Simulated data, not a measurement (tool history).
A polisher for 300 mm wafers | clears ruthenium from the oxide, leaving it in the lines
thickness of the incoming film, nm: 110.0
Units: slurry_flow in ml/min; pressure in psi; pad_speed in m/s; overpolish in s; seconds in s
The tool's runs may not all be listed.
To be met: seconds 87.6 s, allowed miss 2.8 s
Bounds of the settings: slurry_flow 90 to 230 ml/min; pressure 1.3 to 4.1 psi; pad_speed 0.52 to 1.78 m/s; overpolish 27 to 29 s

Run 1, day 0: slurry_flow 150 ml/min, pressure 2.7 psi, pad_speed 1.14 m/s, overpolish 27 s. Result: seconds 59.218 s.
Run 2, day 0.196: slurry_flow 150 ml/min, pressure 2.6 psi, pad_speed 1.14 m/s, overpolish 27 s. Result: seconds 61.281 s.
Run 3, day 0.571: slurry_flow 115 ml/min, pressure 2.6 psi, pad_speed 1.14 m/s, overpolish 27 s. Result: seconds 63.787 s.
Run 4, day 0.683: slurry_flow 115 ml/min, pressure 2.5 psi, pad_speed 1.14 m/s, overpolish 27 s. Result: seconds 67.382 s.
Run 5, day 0.762: slurry_flow 100 ml/min, pressure 2.5 psi, pad_speed 1.14 m/s, overpolish 27 s. Result: seconds 68.027 s.
Run 6, day 0.892: slurry_flow 100 ml/min, pressure 2.4 psi, pad_speed 1.14 m/s, overpolish 27 s. Result: seconds 70.156 s.
Run 7, day 0.912: slurry_flow 100 ml/min, pressure 2.3 psi, pad_speed 1.14 m/s, overpolish 27 s. Result: seconds 72.851 s.
Run 8, day 1.017: slurry_flow 100 ml/min, pressure 2.2 psi, pad_speed 1.14 m/s, overpolish 27 s. Result: seconds 76.611 s.
Run 9, day 1.254: slurry_flow 100 ml/min, pressure 2 psi, pad_speed 1.14 m/s, overpolish 27 s. Result: seconds 83.66 s.

Which of these 5 next moves meets every target?
Run A, day 1.492: slurry_flow 100 ml/min, pressure 2.1 psi, pad_speed 1.18 m/s, overpolish 27 s. Result: seconds ?.
Run B, day 1.492: slurry_flow 95 ml/min, pressure 1.9 psi, pad_speed 1.28 m/s, overpolish 28 s. Result: seconds ?.
Run C, day 1.492: slurry_flow 90 ml/min, pressure 2.5 psi, pad_speed 0.98 m/s, overpolish 27 s. Result: seconds ?.
Run D, day 1.492: slurry_flow 130 ml/min, pressure 2 psi, pad_speed 1.14 m/s, overpolish 27 s. Result: seconds ?.
Run E, day 1.492: slurry_flow 95 ml/min, pressure 2 psi, pad_speed 1.08 m/s, overpolish 27 s. Result: seconds ?.

move  seconds
   A   77.647
   B    81.09
   C   76.898
   D   79.768
   E    87.84
A: further off than the last run
B: further off than the last run
C: further off than the last run
D: further off than the last run
E: meets every target
Answer: E
